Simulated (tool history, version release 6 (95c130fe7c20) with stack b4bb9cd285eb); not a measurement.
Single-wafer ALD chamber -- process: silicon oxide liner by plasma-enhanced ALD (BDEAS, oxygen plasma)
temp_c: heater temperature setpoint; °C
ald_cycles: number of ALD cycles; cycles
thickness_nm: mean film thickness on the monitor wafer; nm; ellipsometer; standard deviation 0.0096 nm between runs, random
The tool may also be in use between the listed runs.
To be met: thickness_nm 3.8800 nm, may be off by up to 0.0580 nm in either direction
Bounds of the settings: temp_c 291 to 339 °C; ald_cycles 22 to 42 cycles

Run 1, hour 0.0: temp_c 315 °C, ald_cycles 32 cycles. Result: thickness_nm 3.1418 nm.
Run 2, hour 4.0: temp_c 314 °C, ald_cycles 34 cycles. Result: thickness_nm 3.3513 nm.
Run 3, hour 6.2: temp_c 314 °C, ald_cycles 38 cycles. Result: thickness_nm 3.7311 nm.
Run 4, hour 10.0: temp_c 313 °C, ald_cycles 38 cycles. Result: thickness_nm 3.7317 nm.
Run 5, hour 16.9: temp_c 309 °C, ald_cycles 38 cycles. Result: thickness_nm 3.7498 nm.
Run 6, hour 25.7: temp_c 302 °C, ald_cycles 38 cycles. Result: thickness_nm 3.8153 nm.
Run 7, hour 32.8: temp_c 301 °C, ald_cycles 38 cycles. Result: thickness_nm 3.8137 nm.
Run 8, hour 36.6: temp_c 300 °C, ald_cycles 38 cycles. Result: thickness_nm 3.7978 nm.

Which one of the following 4 next-run settings gets every result inside its allowed miss? There is exactly one.
Run A, hour 40.4: temp_c 302 °C, ald_cycles 39 cycles. Result: thickness_nm ?.
Run B, hour 40.4: temp_c 296 °C, ald_cycles 40 cycles. Result: thickness_nm ?.
Run C, hour 40.4: temp_c 298 °C, ald_cycles 37 cycles. Result: thickness_nm ?.
Run D, hour 40.4: temp_c 299 °C, ald_cycles 40 cycles. Result: thickness_nm ?.

move  thickness_nm
   A        3.8898
   B        4.0237
   C        3.7114
   D        4.0066
A: each result inside its tolerance
B: pushes the last run's worst result past its target
C: the biggest miss grows against the last run
D: pushes the last run's worst result past its target
So the answer is move A, the one that meets all the targets.
